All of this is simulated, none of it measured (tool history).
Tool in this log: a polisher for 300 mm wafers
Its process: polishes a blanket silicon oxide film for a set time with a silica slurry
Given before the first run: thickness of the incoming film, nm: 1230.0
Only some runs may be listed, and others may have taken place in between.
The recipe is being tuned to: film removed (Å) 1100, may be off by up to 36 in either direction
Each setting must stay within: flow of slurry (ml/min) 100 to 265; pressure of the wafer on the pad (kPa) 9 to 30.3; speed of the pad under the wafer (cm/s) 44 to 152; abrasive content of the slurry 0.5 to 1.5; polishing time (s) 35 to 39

run	hour	flow of slurry (ml/min)	pressure of the wafer on the pad (kPa)	speed of the pad under the wafer (cm/s)	abrasive content of the slurry	polishing time (s)	film removed (Å)
1	0	170	19.3	98	1	39	838.61
2	7.3	175	20.7	98	1	39	906.06
3	9	175	20.7	98	1	35	828.16
4	13.8	180	22.1	98	1	35	873.59
5	17.9	180	23.4	98	1	35	914.27
6	22	180	23.4	98	1	35	913.68
7	23.2	180	24.8	98	1	35	953.31
8	27.9	185	26.2	98	1	35	1010.6
9	34.6	185	26.9	98	1	35	1049.5

Which single option among these 5 for the next run brings every result within its allowed miss of target? Just one does.
A	41.3	160	24.1	100	1.2	38	?
B	41.3	200	29	108	0.9	36	?
C	41.3	210	20	120	0.95	39	?
D	41.3	175	26.9	82	1.05	38	?
E	41.3	265	28.3	104	0.75	37	?

move	film removed (Å)
A	1117.1
B	1172.3
C	1037.1
D	995.5
E	1045.7
A: each result inside its tolerance
B: carries the result that was furthest off beyond its target, to the other side
C: misses by more than the last run did
D: misses by more than the last run did
E: misses by more than the last run did
A is the move that brings every result within its allowed miss.

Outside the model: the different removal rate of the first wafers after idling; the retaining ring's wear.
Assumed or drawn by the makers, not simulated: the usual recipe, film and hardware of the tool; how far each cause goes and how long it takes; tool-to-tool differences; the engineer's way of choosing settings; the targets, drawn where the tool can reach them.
